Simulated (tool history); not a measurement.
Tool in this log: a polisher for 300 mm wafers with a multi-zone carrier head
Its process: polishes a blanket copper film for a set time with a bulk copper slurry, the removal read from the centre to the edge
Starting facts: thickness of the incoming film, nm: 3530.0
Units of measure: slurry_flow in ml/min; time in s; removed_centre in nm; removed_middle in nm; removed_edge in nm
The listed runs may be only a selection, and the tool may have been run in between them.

run  hour  slurry_flow  centre_zone  middle_zone  edge_zone  slurry_solids  time  removed_centre  removed_middle  removed_edge
  1   0.0          235         1.00         1.00       1.00            1.0    82          620.16          648.81        610.01
  2   1.7          230         1.00         0.96       0.98            0.9    77          565.59          563.85        558.81
  3   3.1          230         1.00         0.95       0.96            0.8    73          521.42          516.29        507.28
  4   4.5          275         1.00         0.95       0.96            0.8    73          550.61          535.23        525.58
  5  13.1          275         1.00         0.95       0.96            0.6    73          511.14          502.20        484.94
  6  15.9          275         1.00         0.95       0.96            0.6    84          591.04          570.18        562.84
  7  17.8          210         0.98         0.85       0.88            0.5    61          389.11          355.76        374.60

What will run 8 give?
  8  21.3          215         0.98         0.85       0.89            0.5    61               ?               ?             ?

{"run 8": {"removed_centre": 387.03, "removed_middle": 358.07, "removed_edge": 376.14}}
